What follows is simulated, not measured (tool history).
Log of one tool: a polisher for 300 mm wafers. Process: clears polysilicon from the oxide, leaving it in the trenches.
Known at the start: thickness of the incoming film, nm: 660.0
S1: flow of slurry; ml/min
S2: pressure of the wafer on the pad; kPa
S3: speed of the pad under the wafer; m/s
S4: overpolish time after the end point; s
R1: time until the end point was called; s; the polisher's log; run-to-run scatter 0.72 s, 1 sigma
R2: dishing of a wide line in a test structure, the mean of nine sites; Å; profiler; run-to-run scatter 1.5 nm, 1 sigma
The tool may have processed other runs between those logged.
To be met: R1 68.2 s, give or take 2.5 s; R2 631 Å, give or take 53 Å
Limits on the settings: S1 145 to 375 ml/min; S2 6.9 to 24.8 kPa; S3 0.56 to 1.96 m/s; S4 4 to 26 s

Run 1, hour 0: S1 240 ml/min, S2 15.9 kPa, S3 1.26 m/s, S4 13 s. Result: R1 52.301 s, R2 654.33 Å.
Run 2, hour 3.1: S1 240 ml/min, S2 15.2 kPa, S3 1.26 m/s, S4 13 s. Result: R1 54.025 s, R2 636.26 Å.
Run 3, hour 4: S1 240 ml/min, S2 14.5 kPa, S3 1.26 m/s, S4 14 s. Result: R1 55.774 s, R2 650.3 Å.
Run 4, hour 5: S1 240 ml/min, S2 13.8 kPa, S3 1.26 m/s, S4 14 s. Result: R1 58.11 s, R2 628.17 Å.
Run 5, hour 12.2: S1 240 ml/min, S2 15.9 kPa, S3 1.26 m/s, S4 14 s. Result: R1 51.341 s, R2 617 Å.
Run 6, hour 13.3: S1 240 ml/min, S2 18.6 kPa, S3 1.26 m/s, S4 14 s. Result: R1 46.746 s, R2 691.8 Å.
Run 7, hour 15.9: S1 235 ml/min, S2 14.5 kPa, S3 1.12 m/s, S4 20 s. Result: R1 62.484 s, R2 663.93 Å.
Run 8, hour 19.9: S1 235 ml/min, S2 13.8 kPa, S3 1.12 m/s, S4 19 s. Result: R1 64.326 s, R2 671.97 Å.
Run 9, hour 24.9: S1 235 ml/min, S2 13.8 kPa, S3 1.12 m/s, S4 18 s. Result: R1 64.119 s, R2 642.37 Å.

Next run, 4 choices. One meets every target within its allowed miss, the rest don't. Which?
Run A, hour 29.9: S1 225 ml/min, S2 12.4 kPa, S3 1.16 m/s, S4 18 s. Result: R1 ?, R2 ?.
Run B, hour 29.9: S1 250 ml/min, S2 11.7 kPa, S3 1.06 m/s, S4 18 s. Result: R1 ?, R2 ?.
Run C, hour 29.9: S1 190 ml/min, S2 12.4 kPa, S3 1.08 m/s, S4 17 s. Result: R1 ?, R2 ?.
Run D, hour 29.9: S1 235 ml/min, S2 13.1 kPa, S3 1.02 m/s, S4 18 s. Result: R1 ?, R2 ?.

move      R1      R2
   A  67.545  660.17
   B  75.688  641.74
   C  74.094  635.35
   D  73.237  647.36
A: hits every target within its allowed miss
B: takes the biggest miss from the last run beyond its target
C: takes the biggest miss from the last run beyond its target
D: takes the biggest miss from the last run beyond its target
So the answer is move A, the one that meets all the targets.
